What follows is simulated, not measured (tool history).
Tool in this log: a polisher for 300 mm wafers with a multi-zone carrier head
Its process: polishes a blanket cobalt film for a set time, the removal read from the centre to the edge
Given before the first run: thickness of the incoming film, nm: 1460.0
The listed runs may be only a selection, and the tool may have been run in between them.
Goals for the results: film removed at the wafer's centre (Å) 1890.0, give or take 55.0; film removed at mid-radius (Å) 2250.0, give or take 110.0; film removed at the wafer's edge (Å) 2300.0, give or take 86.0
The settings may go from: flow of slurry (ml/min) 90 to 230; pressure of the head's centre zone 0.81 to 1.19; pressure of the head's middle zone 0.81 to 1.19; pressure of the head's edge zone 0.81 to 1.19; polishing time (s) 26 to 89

| run | hour | flow of slurry (ml/min) | pressure of the head's centre zone | pressure of the head's middle zone | pressure of the head's edge zone | polishing time (s) | film removed at the wafer's centre (Å) | film removed at mid-radius (Å) | film removed at the wafer's edge (Å) |
|---|---|---|---|---|---|---|---|---|---|
| 1 | 0.0 | 150 | 1.00 | 1.00 | 1.00 | 57 | 3256.6 | 3298.2 | 3368.6 |
| 2 | 5.4 | 145 | 0.98 | 0.99 | 0.99 | 55 | 3080.2 | 3035.5 | 3183.5 |
| 3 | 7.9 | 140 | 0.96 | 1.00 | 0.99 | 53 | 2856.6 | 2959.9 | 3039.1 |
| 4 | 8.5 | 140 | 0.96 | 0.96 | 0.99 | 53 | 2844.1 | 2776.4 | 3064.6 |
| 5 | 15.7 | 140 | 0.96 | 1.03 | 0.99 | 53 | 2862.7 | 3042.5 | 3036.9 |
| 6 | 18.7 | 135 | 0.94 | 1.03 | 0.98 | 52 | 2741.4 | 2934.0 | 2940.4 |
| 7 | 20.9 | 130 | 0.92 | 1.03 | 0.98 | 51 | 2566.8 | 2822.5 | 2904.7 |
| 8 | 26.3 | 125 | 0.91 | 1.03 | 0.96 | 50 | 2495.2 | 2742.7 | 2750.8 |
| 9 | 27.7 | 95 | 0.81 | 1.00 | 0.98 | 40 | 1598.1 | 1932.5 | 2152.6 |
| 10 | 34.2 | 105 | 0.81 | 1.00 | 0.98 | 40 | 1659.2 | 2115.3 | 2173.1 |
| 11 | 42.0 | 110 | 0.82 | 0.99 | 0.98 | 40 | 1711.7 | 2088.7 | 2170.6 |
| 12 | 44.3 | 110 | 0.82 | 0.99 | 0.98 | 40 | 1716.8 | 2067.2 | 2195.2 |
| 13 | 48.6 | 115 | 0.82 | 0.99 | 0.98 | 40 | 1728.4 | 2078.9 | 2195.7 |
| 14 | 51.2 | 120 | 0.82 | 0.99 | 0.98 | 40 | 1780.8 | 2116.6 | 2193.0 |
| 15 | 52.8 | 145 | 0.82 | 1.01 | 1.02 | 41 | 1937.4 | 2366.7 | 2431.7 |
| 16 | 56.3 | 145 | 0.82 | 1.01 | 1.01 | 41 | 1913.5 | 2334.8 | 2407.7 |

5 candidate next runs follow, results not yet known. Just one meets every target within its allowed miss. Identify it.
| A | 59.8 | 125 | 0.81 | 0.98 | 1.18 | 43 | ? | ? | ? |
| B | 59.8 | 145 | 0.81 | 1.04 | 0.96 | 43 | ? | ? | ? |
| C | 59.8 | 165 | 0.86 | 0.98 | 1.03 | 40 | ? | ? | ? |
| D | 59.8 | 175 | 0.81 | 1.10 | 0.96 | 39 | ? | ? | ? |
| E | 59.8 | 180 | 0.84 | 1.02 | 1.04 | 38 | ? | ? | ? |

| move | film removed at the wafer's centre (Å) | film removed at mid-radius (Å) | film removed at the wafer's edge (Å) |
|---|---|---|---|
| A | 1898.3 | 2227.3 | 2645.3 |
| B | 1976.4 | 2426.8 | 2460.4 |
| C | 2010.5 | 2202.8 | 2409.4 |
| D | 1869.0 | 2395.3 | 2289.7 |
| E | 1898.4 | 2198.6 | 2324.1 |
A: misses by more than the last run did
B: misses by more than the last run did
C: misses by more than the last run did
D: meets the target for the result that was furthest off, but another lies outside its allowed miss
E: all results land within tolerance of their targets
Move E is the one to make.

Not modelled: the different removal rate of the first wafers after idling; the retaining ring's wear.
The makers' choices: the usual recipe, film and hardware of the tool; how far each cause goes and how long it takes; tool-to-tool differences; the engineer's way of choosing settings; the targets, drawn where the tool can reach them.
